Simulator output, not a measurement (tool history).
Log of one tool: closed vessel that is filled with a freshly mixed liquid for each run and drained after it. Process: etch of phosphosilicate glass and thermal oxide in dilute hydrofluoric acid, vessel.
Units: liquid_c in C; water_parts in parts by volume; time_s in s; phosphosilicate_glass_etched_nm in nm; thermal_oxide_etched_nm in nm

run  hour  liquid_c  water_parts  time_s  phosphosilicate_glass_etched_nm  thermal_oxide_etched_nm
  1   0.0      20.0           75      60                           53.413                   4.0819
  2   4.0      20.0           60      60                           66.861                   5.1240
  3   7.1      19.5           65      60                           60.309                   4.5880
  4   8.6      19.5           80      60                           48.070                   3.7053
  5  16.8      19.0           80      60                           46.783                   3.5808
  6  25.5      19.0           80      70                           55.387                   4.2807
     32.1  -- hydrofluoric acid flow meter replaced
  7  32.1      17.0          105      70                           33.608                   2.5900

The next listed run, before its measurement:
  8  40.1      17.5          105      70                                ?                        ?

{"run 8": {"phosphosilicate_glass_etched_nm": 34.273, "thermal_oxide_etched_nm": 2.609}}
